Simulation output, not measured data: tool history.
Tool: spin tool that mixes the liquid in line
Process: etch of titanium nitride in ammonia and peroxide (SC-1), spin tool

| run | hour | temperature setpoint of the liquid (°C) | parts of water to one part of 30 % peroxide (parts by volume) | parts of 29 % ammonia solution to one part of 30 % peroxide (parts by volume) | time under the liquid (s) | thickness taken off the titanium nitride on a monitor wafer (Å) |
|---|---|---|---|---|---|---|
| 1 | 0.0 | 58.0 | 11 | 0.90 | 300 | 244.81 |
| 2 | 7.1 | 53.5 | 11 | 0.90 | 300 | 179.40 |
| 3 | 14.8 | 53.5 | 11 | 0.90 | 320 | 192.85 |
| 4 | 22.7 | 53.5 | 11 | 1.15 | 320 | 199.43 |
| 5 | 24.8 | 54.5 | 11 | 1.15 | 320 | 213.78 |
| 6 | 31.8 | 54.5 | 11 | 1.20 | 320 | 213.44 |
| 7 | 33.0 | 55.0 | 11 | 1.20 | 320 | 221.20 |
| 8 | 34.2 | 55.5 | 11 | 1.20 | 320 | 230.23 |
| 9 | 39.3 | 56.0 | 11 | 1.20 | 320 | 238.69 |
| 10 | 43.0 | 56.5 | 11 | 1.20 | 320 | 247.23 |
| 11 | 45.9 | 57.0 | 11 | 1.20 | 320 | 253.77 |

Forecast run 12:
| 12 | 47.8 | 57.5 | 11 | 1.20 | 320 | ? |

thickness taken off the titanium nitride on a monitor wafer (Å): 262.38
